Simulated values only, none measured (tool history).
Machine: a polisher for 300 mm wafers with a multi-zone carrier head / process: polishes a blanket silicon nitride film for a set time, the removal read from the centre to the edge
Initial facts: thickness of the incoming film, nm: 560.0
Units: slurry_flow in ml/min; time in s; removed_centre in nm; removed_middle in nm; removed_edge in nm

run 1 hour=0 | slurry_flow=310 centre_zone=1 middle_zone=1 edge_zone=1 time=38 | removed_centre=82.803 removed_middle=80.865 removed_edge=80.975
run 2 hour=4.3 | slurry_flow=310 centre_zone=0.93 middle_zone=1 edge_zone=1 time=38 | removed_centre=76.592 removed_middle=82.974 removed_edge=81.077
run 3 hour=10.8 | slurry_flow=310 centre_zone=0.89 middle_zone=1 edge_zone=1 time=38 | removed_centre=73.629 removed_middle=82.658 removed_edge=78.94
run 4 hour=14.4 | slurry_flow=310 centre_zone=0.97 middle_zone=1 edge_zone=1 time=38 | removed_centre=79.763 removed_middle=82.115 removed_edge=81.536
run 5 hour=22.3 | slurry_flow=310 centre_zone=0.92 middle_zone=1 edge_zone=1 time=38 | removed_centre=76.307 removed_middle=81.887 removed_edge=80.749
run 6 hour=27.8 | slurry_flow=310 centre_zone=1 middle_zone=1 edge_zone=1 time=38 | removed_centre=83.528 removed_middle=81.653 removed_edge=81.615
run 7 hour=30.8 | slurry_flow=305 centre_zone=0.98 middle_zone=0.99 edge_zone=1 time=36 | removed_centre=75.835 removed_middle=76.979 removed_edge=77.499
run 8 hour=31.7 | slurry_flow=305 centre_zone=0.97 middle_zone=0.97 edge_zone=0.98 time=34 | removed_centre=71.676 removed_middle=70.574 removed_edge=72.595
run 9 hour=32.9 | slurry_flow=300 centre_zone=0.95 middle_zone=0.97 edge_zone=0.97 time=33 | removed_centre=68.458 removed_middle=68.968 removed_edge=70.393
run 10 hour=41.2 | slurry_flow=295 centre_zone=0.93 middle_zone=0.97 edge_zone=0.97 time=32 | removed_centre=63.801 removed_middle=66.859 removed_edge=67.62

What will run 11 give?
run 11 hour=48.8 | slurry_flow=290 centre_zone=0.92 middle_zone=0.96 edge_zone=0.96 time=31 | removed_centre=? removed_middle=? removed_edge=?

{"run 11": {"removed_centre": 62.048, "removed_middle": 64.525, "removed_edge": 65.225}}
